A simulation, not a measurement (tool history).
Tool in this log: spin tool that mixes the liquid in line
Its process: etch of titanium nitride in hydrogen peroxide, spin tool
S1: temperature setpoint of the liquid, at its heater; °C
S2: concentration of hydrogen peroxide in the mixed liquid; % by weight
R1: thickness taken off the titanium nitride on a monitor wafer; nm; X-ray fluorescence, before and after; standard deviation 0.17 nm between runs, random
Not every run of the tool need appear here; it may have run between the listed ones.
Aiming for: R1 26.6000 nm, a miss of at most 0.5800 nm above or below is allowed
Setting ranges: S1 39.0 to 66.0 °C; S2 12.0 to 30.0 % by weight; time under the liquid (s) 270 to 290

Run 1, hour 0.0: S1 55.0 °C, S2 21.0 % by weight, time under the liquid (s) 270. Result: R1 12.7980 nm.
Run 2, hour 5.1: S1 55.0 °C, S2 23.5 % by weight, time under the liquid (s) 270. Result: R1 13.0640 nm.
Run 3, hour 7.6: S1 56.5 °C, S2 23.5 % by weight, time under the liquid (s) 270. Result: R1 14.5700 nm.
Run 4, hour 11.2: S1 50.5 °C, S2 23.5 % by weight, time under the liquid (s) 270. Result: R1 9.4932 nm.
Run 5, hour 12.6: S1 53.0 °C, S2 23.5 % by weight, time under the liquid (s) 270. Result: R1 11.3740 nm.
Run 6, hour 16.3: S1 55.0 °C, S2 23.5 % by weight, time under the liquid (s) 270. Result: R1 13.2780 nm.
Run 7, hour 17.7: S1 56.5 °C, S2 23.5 % by weight, time under the liquid (s) 270. Result: R1 14.5840 nm.
Run 8, hour 21.1: S1 58.0 °C, S2 23.5 % by weight, time under the liquid (s) 270. Result: R1 16.2650 nm.
Run 9, hour 26.3: S1 66.0 °C, S2 23.5 % by weight, time under the liquid (s) 270. Result: R1 27.7830 nm.

Below are 4 possible settings for the next run. Only one of them brings all results inside the allowed miss of their targets. Which is it?
Run A, hour 31.5: S1 65.5 °C, S2 20.5 % by weight, time under the liquid (s) 290. Result: R1 ?.
Run B, hour 31.5: S1 63.0 °C, S2 25.0 % by weight, time under the liquid (s) 290. Result: R1 ?.
Run C, hour 31.5: S1 66.0 °C, S2 24.5 % by weight, time under the liquid (s) 270. Result: R1 ?.
Run D, hour 31.5: S1 64.5 °C, S2 25.0 % by weight, time under the liquid (s) 285. Result: R1 ?.

move       R1
   A  27.7360
   B  24.5330
   C  27.7340
   D  26.6380
A: about as far from the targets as the last run
B: carries the result that was furthest off beyond its target, to the other side
C: about as far from the targets as the last run
D: all results land within tolerance of their targets
So the answer is move D, the one that meets all the targets.
